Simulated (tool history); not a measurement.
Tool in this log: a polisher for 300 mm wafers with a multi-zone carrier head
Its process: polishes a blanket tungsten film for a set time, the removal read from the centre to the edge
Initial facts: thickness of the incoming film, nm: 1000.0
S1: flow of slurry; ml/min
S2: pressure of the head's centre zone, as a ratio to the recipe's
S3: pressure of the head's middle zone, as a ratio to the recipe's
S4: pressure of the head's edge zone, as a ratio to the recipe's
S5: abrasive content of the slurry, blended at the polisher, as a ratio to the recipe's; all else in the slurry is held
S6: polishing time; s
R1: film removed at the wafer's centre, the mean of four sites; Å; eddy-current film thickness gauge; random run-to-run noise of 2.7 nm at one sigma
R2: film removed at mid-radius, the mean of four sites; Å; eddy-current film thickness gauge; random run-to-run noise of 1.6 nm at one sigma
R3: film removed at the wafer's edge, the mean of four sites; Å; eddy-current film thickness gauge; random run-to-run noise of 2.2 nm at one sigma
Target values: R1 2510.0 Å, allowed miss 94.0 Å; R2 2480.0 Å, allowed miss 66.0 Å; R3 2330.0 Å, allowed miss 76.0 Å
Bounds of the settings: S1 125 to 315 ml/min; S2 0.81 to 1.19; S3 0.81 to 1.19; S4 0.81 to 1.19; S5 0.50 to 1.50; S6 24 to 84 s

| run | hour | S1 | S2 | S3 | S4 | S5 | S6 | R1 | R2 | R3 |
|---|---|---|---|---|---|---|---|---|---|---|
| 1 | 0.0 | 205 | 1.00 | 1.00 | 1.00 | 1.00 | 54 | 2809.6 | 2954.3 | 2938.7 |
| 2 | 7.0 | 200 | 1.01 | 0.99 | 0.97 | 0.90 | 54 | 2878.7 | 2945.0 | 2888.0 |
| 3 | 7.8 | 200 | 1.01 | 0.98 | 0.95 | 0.85 | 53 | 2768.1 | 2786.1 | 2749.5 |
| 4 | 11.6 | 200 | 1.01 | 0.98 | 0.93 | 0.80 | 53 | 2716.4 | 2787.8 | 2673.8 |
| 5 | 20.4 | 200 | 1.05 | 0.98 | 0.93 | 0.80 | 53 | 2774.9 | 2737.6 | 2641.3 |
| 6 | 21.3 | 220 | 1.05 | 0.98 | 0.93 | 0.80 | 53 | 2882.4 | 2771.5 | 2665.0 |
| 7 | 21.9 | 215 | 1.04 | 0.97 | 0.91 | 0.75 | 53 | 2813.8 | 2721.6 | 2637.6 |
| 8 | 27.1 | 205 | 1.04 | 0.97 | 0.90 | 0.70 | 53 | 2703.5 | 2689.8 | 2538.3 |
| 9 | 28.1 | 205 | 1.04 | 0.97 | 0.90 | 0.70 | 53 | 2756.3 | 2681.2 | 2559.1 |
| 10 | 29.0 | 200 | 1.04 | 0.96 | 0.89 | 0.65 | 53 | 2717.3 | 2661.5 | 2568.0 |
| 11 | 30.0 | 195 | 1.04 | 0.96 | 0.88 | 0.60 | 53 | 2635.5 | 2552.4 | 2449.0 |
| 12 | 35.3 | 190 | 1.04 | 0.96 | 0.87 | 0.60 | 53 | 2701.0 | 2559.0 | 2472.2 |
| 13 | 37.7 | 190 | 1.03 | 0.96 | 0.86 | 0.60 | 53 | 2624.4 | 2596.9 | 2506.1 |

Which of these 5 next moves meets every target?
| A | 40.1 | 225 | 1.04 | 0.98 | 0.87 | 0.75 | 48 | ? | ? | ? |
| B | 40.1 | 155 | 1.02 | 0.90 | 0.86 | 0.75 | 58 | ? | ? | ? |
| C | 40.1 | 230 | 1.01 | 1.03 | 0.82 | 0.60 | 51 | ? | ? | ? |
| D | 40.1 | 240 | 1.09 | 1.15 | 0.81 | 0.55 | 47 | ? | ? | ? |
| E | 40.1 | 190 | 1.04 | 1.02 | 0.86 | 0.55 | 51 | ? | ? | ? |

| move | R1 | R2 | R3 |
|---|---|---|---|
| A | 2509.1 | 2511.2 | 2345.9 |
| B | 2861.2 | 2732.6 | 2753.7 |
| C | 2501.9 | 2688.7 | 2342.5 |
| D | 2468.5 | 2695.1 | 2120.9 |
| E | 2494.7 | 2586.5 | 2331.6 |
A: hits every target within its allowed miss
B: its largest miss is bigger than the last run's
C: meets the target for the result that was furthest off, but another lies outside its allowed miss
D: the result that was furthest off in the last run now lies on the other side of its target
E: meets the target for the result that was furthest off, but another lies outside its allowed miss
So the answer is move A, the one that meets all the targets.
